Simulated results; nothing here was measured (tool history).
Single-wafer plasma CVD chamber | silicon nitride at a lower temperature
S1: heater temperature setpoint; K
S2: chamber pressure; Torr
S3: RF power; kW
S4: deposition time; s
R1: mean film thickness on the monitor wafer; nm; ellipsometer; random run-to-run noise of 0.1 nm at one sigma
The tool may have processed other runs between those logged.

run,hour,S1,S2,S3,S4,R1
1,0,628.15,1.91,0.26,20.4,24.149
2,6.8,628.15,1.91,0.26,19.4,23.124
3,7.4,628.15,1.91,0.26,20.4,23.991
4,15,628.15,2.04,0.26,20.4,24.526
5,23.3,624.15,2.04,0.26,20.4,24.344
6,29.2,624.15,2.15,0.26,20.4,24.574
7,31.9,624.15,2.26,0.26,20.4,24.873
8,34.8,624.15,2.26,0.26,20.4,24.824
9,37.5,624.15,2.33,0.265,20.4,25.463
10,40.9,624.15,2.38,0.265,20.4,25.346

What will run 11 give?
11,49,624.15,2.42,0.265,20.4,?

R1: 25.454 nm
